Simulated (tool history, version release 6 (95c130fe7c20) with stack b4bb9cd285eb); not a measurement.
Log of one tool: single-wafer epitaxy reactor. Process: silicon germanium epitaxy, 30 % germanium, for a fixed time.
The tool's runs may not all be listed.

run,hour,wafer temperature setpoint (pyrometer-controlled) (°C),chamber pressure (Pa),mean film thickness on the monitor wafer (angstrom)
1,0.0,610,2320,628.79
2,3.9,610,2160,610.68
3,7.6,612,2173,630.25
4,10.4,612,2533,678.59
5,12.0,608,2533,636.47
6,20.1,608,2826,671.72
7,22.9,609,2826,677.83

Expected results for the next run?
8,26.5,610,2826,?

Run 8 measured mean film thickness on the monitor wafer (angstrom) 692.06.
